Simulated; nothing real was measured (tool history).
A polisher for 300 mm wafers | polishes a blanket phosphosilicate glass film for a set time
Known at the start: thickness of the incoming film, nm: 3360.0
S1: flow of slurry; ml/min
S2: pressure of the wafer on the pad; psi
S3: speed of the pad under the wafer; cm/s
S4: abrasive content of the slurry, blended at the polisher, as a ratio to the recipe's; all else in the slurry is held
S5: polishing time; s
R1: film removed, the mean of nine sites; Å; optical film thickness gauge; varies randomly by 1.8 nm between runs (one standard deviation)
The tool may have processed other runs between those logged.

run 1 hour=0 | S1=230 S2=2.8 S3=80 S4=1 S5=22 | R1=1222.8
run 2 hour=4.6 | S1=230 S2=2.8 S3=62 S4=1 S5=22 | R1=993.63
run 3 hour=11.2 | S1=230 S2=2.9 S3=62 S4=1 S5=22 | R1=1009.3
run 4 hour=15.9 | S1=230 S2=2.9 S3=62 S4=1 S5=22 | R1=1010
run 5 hour=20.2 | S1=230 S2=2.9 S3=74 S4=1 S5=22 | R1=1173.9
run 6 hour=24.2 | S1=230 S2=2.5 S3=74 S4=1 S5=22 | R1=1021.6
run 7 hour=25.3 | S1=230 S2=2.6 S3=74 S4=1 S5=22 | R1=1060.5
run 8 hour=34.2 | S1=230 S2=2.7 S3=74 S4=1 S5=22 | R1=1117.7

Forecast run 9:
run 9 hour=38.6 | S1=230 S2=2.8 S3=74 S4=1 S5=22 | R1=?

For run 9 the tool returned R1 1128.6 Å.

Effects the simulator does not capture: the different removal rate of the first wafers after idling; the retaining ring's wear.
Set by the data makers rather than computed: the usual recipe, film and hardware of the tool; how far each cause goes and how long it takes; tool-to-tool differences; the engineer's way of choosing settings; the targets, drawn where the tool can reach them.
